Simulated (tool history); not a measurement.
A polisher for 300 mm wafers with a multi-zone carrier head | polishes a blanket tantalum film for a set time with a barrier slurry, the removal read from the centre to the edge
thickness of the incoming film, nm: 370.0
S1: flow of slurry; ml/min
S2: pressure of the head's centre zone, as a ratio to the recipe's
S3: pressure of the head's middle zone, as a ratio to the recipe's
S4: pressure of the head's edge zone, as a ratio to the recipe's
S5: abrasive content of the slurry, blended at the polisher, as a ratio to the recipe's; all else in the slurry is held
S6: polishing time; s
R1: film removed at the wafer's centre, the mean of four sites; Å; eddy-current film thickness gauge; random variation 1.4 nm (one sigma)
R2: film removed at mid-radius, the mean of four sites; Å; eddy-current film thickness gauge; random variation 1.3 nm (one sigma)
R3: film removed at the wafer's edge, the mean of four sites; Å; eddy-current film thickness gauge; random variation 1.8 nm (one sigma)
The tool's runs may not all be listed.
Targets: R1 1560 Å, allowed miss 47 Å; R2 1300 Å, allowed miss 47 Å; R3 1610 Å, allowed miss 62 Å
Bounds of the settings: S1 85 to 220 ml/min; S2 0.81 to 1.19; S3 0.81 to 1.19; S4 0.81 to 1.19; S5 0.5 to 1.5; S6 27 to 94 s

{"run": 1, "hour": 0.0, "S1": 140, "S2": 1, "S3": 1, "S4": 1, "S5": 1, "S6": 60, "R1": 1048.8, "R2": 1047.5, "R3": 1060.2}
{"run": 2, "hour": 4.8, "S1": 145, "S2": 1.01, "S3": 0.97, "S4": 1.04, "S5": 1.1, "S6": 62, "R1": 1139.1, "R2": 1105.3, "R3": 1152.7}
{"run": 3, "hour": 9.1, "S1": 175, "S2": 1.01, "S3": 0.97, "S4": 1.04, "S5": 1.1, "S6": 62, "R1": 1189.5, "R2": 1130.6, "R3": 1176.1}
{"run": 4, "hour": 14.2, "S1": 175, "S2": 1.09, "S3": 0.97, "S4": 1.04, "S5": 1.1, "S6": 62, "R1": 1297.6, "R2": 1092, "R3": 1194.1}
{"run": 5, "hour": 15.0, "S1": 165, "S2": 1.08, "S3": 0.94, "S4": 1.08, "S5": 1.2, "S6": 64, "R1": 1317.4, "R2": 1130.1, "R3": 1224.1}
{"run": 6, "hour": 22.5, "S1": 175, "S2": 1.06, "S3": 0.91, "S4": 1.11, "S5": 1.15, "S6": 68, "R1": 1377.7, "R2": 1210.7, "R3": 1341.4}
{"run": 7, "hour": 29.0, "S1": 180, "S2": 1.06, "S3": 0.88, "S4": 1.13, "S5": 1.1, "S6": 70, "R1": 1407.3, "R2": 1201, "R3": 1386.8}
{"run": 8, "hour": 31.5, "S1": 185, "S2": 1.06, "S3": 0.86, "S4": 1.15, "S5": 1.1, "S6": 71, "R1": 1429.1, "R2": 1167.4, "R3": 1445.9}
{"run": 9, "hour": 32.1, "S1": 190, "S2": 1.06, "S3": 0.86, "S4": 1.16, "S5": 1.15, "S6": 72, "R1": 1441.2, "R2": 1195.4, "R3": 1484.5}
{"run": 10, "hour": 36.7, "S1": 195, "S2": 1.07, "S3": 0.87, "S4": 1.17, "S5": 1.2, "S6": 72, "R1": 1479.7, "R2": 1238.1, "R3": 1494.8}
{"run": 11, "hour": 38.7, "S1": 200, "S2": 1.07, "S3": 0.86, "S4": 1.18, "S5": 1.25, "S6": 73, "R1": 1540, "R2": 1228.9, "R3": 1537.8}
{"run": 12, "hour": 45.3, "S1": 200, "S2": 1.06, "S3": 0.86, "S4": 1.18, "S5": 1.25, "S6": 73, "R1": 1515.9, "R2": 1252.4, "R3": 1535.6}

Which of these 4 next moves meets every target?
{"run": "A", "hour": 51.9, "S1": 145, "S2": 1.01, "S3": 0.91, "S4": 1.1, "S5": 1.5, "S6": 80, "R1": "?", "R2": "?", "R3": "?"}
{"run": "B", "hour": 51.9, "S1": 155, "S2": 0.95, "S3": 0.84, "S4": 1.19, "S5": 1.4, "S6": 86, "R1": "?", "R2": "?", "R3": "?"}
{"run": "C", "hour": 51.9, "S1": 150, "S2": 1.04, "S3": 0.85, "S4": 1.16, "S5": 1.45, "S6": 78, "R1": "?", "R2": "?", "R3": "?"}
{"run": "D", "hour": 51.9, "S1": 200, "S2": 0.95, "S3": 0.83, "S4": 1.19, "S5": 1.25, "S6": 84, "R1": "?", "R2": "?", "R3": "?"}

move=A R1=1546.4 R2=1385.5 R3=1651
move=B R1=1565 R2=1402.8 R3=1844.3
move=C R1=1554.2 R2=1283.3 R3=1653.3
move=D R1=1567.6 R2=1386 R3=1819
A: brings the result that was furthest off to its target, and leaves another outside
B: takes the result that was furthest off past its target
C: meets every target
D: takes the result that was furthest off past its target
Answer: C
